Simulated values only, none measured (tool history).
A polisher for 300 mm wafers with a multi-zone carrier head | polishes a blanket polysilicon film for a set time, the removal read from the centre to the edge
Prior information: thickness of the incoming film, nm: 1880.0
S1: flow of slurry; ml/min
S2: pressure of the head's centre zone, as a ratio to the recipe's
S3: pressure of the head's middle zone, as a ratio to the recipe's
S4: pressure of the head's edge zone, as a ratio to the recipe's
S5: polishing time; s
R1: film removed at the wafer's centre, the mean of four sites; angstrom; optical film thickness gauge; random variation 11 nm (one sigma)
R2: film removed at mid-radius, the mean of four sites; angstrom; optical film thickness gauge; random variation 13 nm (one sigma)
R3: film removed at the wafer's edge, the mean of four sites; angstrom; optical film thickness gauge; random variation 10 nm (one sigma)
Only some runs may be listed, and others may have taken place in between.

run 1 hour=0 | S1=250 S2=1 S3=1 S4=1 S5=70 | R1=8066.7 R2=7873.2 R3=7959.7
run 2 hour=6.5 | S1=250 S2=0.99 S3=1.01 S4=1.02 S5=71 | R1=7931.7 R2=8015.4 R3=8286.9
run 3 hour=13.2 | S1=255 S2=0.99 S3=1.03 S4=1.03 S5=72 | R1=8006.8 R2=8116.9 R3=8357.7
run 4 hour=19.7 | S1=220 S2=0.99 S3=1.03 S4=1.03 S5=72 | R1=7887.1 R2=7832 R3=8271.3
run 5 hour=23.1 | S1=230 S2=0.99 S3=1.04 S4=1.04 S5=73 | R1=8071.7 R2=8147.9 R3=8482.1
run 6 hour=31.5 | S1=240 S2=0.99 S3=1.05 S4=1.05 S5=74 | R1=8131.7 R2=8587.7 R3=8803.5
run 7 hour=37.8 | S1=250 S2=0.99 S3=1.05 S4=1.06 S5=74 | R1=8265 R2=8472.8 R3=8756.7
run 8 hour=42.4 | S1=255 S2=0.98 S3=1.06 S4=1.07 S5=75 | R1=8361.3 R2=8644.3 R3=9103.5
run 9 hour=43.2 | S1=265 S2=0.98 S3=1.07 S4=1.07 S5=75 | R1=8247.3 R2=8651.9 R3=8988.6
run 10 hour=47.7 | S1=270 S2=0.98 S3=1.08 S4=1.07 S5=76 | R1=8514.9 R2=9089.4 R3=9125.3
run 11 hour=48.3 | S1=275 S2=0.98 S3=1.09 S4=1.08 S5=76 | R1=8562.4 R2=8954.3 R3=9161.4
run 12 hour=55.6 | S1=280 S2=0.97 S3=1.1 S4=1.08 S5=77 | R1=8399.3 R2=9250.8 R3=9181.1
run 13 hour=61.7 | S1=285 S2=0.97 S3=1.11 S4=1.09 S5=78 | R1=8718.3 R2=9458.5 R3=9380.3

Forecast run 14:
run 14 hour=64.4 | S1=285 S2=0.97 S3=1.11 S4=1.09 S5=78 | R1=? R2=? R3=?

Run 14 gave R1 8571.1 angstrom, R2 9258.5 angstrom, R3 9502.5 angstrom.

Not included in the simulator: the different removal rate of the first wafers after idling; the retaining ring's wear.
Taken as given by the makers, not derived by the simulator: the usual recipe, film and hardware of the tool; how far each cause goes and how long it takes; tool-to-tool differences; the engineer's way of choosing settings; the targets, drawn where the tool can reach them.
